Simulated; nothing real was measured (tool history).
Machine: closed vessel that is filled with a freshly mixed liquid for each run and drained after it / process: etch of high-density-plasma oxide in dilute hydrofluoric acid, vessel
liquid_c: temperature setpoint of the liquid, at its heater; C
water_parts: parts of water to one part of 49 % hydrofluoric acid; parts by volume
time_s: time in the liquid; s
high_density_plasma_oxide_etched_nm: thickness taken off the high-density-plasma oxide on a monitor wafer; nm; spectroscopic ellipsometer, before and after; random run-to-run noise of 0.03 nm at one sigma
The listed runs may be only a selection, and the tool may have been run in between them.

| run | hour | liquid_c | water_parts | time_s | high_density_plasma_oxide_etched_nm |
|---|---|---|---|---|---|
| 1 | 0.0 | 21.0 | 240 | 355 | 5.5850 |
| 2 | 4.6 | 21.0 | 240 | 355 | 5.3919 |
| 3 | 6.7 | 21.0 | 315 | 355 | 3.8449 |
| 4 | 8.8 | 21.0 | 315 | 385 | 4.2647 |
| 5 | 15.3 | 20.5 | 320 | 385 | 4.0260 |
| 6 | 21.8 | 24.0 | 320 | 385 | 4.6171 |
| 7 | 26.7 | 23.5 | 325 | 385 | 4.4990 |
| 8 | 33.5 | 23.0 | 325 | 385 | 4.2795 |
| 9 | 39.9 | 22.5 | 325 | 385 | 4.2599 |
| 10 | 44.6 | 22.0 | 325 | 385 | 4.2081 |
| 11 | 48.2 | 21.5 | 325 | 385 | 4.0630 |
| 12 | 57.1 | 21.0 | 325 | 385 | 4.0900 |
| 13 | 61.1 | 20.5 | 325 | 385 | 3.9771 |
| 14 | 68.7 | 20.0 | 325 | 385 | 3.9124 |
| 15 | 74.7 | 19.5 | 325 | 385 | 3.7863 |
| 16 | 83.5 | 19.0 | 325 | 385 | 3.7537 |

Run 17, settings as shown, results not yet in. Your forecast:
| 17 | 84.8 | 18.0 | 330 | 385 | ? |

{"run 17": {"high_density_plasma_oxide_etched_nm": 3.5543}}
